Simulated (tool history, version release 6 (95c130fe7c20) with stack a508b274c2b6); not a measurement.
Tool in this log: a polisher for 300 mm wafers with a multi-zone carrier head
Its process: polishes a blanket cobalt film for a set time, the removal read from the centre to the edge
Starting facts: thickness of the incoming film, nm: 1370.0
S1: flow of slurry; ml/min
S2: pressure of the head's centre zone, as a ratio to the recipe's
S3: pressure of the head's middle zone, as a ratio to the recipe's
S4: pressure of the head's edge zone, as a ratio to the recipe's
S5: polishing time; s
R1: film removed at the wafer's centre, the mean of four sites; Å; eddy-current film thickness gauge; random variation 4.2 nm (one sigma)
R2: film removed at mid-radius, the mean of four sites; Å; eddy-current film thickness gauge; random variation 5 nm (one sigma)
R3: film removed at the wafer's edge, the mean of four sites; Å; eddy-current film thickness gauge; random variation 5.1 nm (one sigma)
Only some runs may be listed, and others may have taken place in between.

run    day   S1    S2    S3    S4  S5      R1      R2      R3
  1  0.000  285  1.00  1.00  1.00  69  4640.1  4594.4  4499.9
  2  0.112  285  1.00  1.00  1.04  69  4499.6  4609.2  4448.1
  3  0.167  280  0.97  1.00  1.05  64  4117.5  4286.3  4239.3
  4  0.204  280  0.95  1.02  1.05  60  3603.6  4095.8  4116.4
  5  0.325  280  1.00  1.02  1.05  60  3975.3  4049.4  3922.0
  6  0.458  280  0.99  1.04  1.05  57  3752.6  3845.1  3752.1

For run 7, what comes out?
  7  0.738  280  0.97  1.06  1.05  55   ?   ?   ?

{"run 7": {"R1": 3479.2, "R2": 3799.1, "R3": 3596.9}}
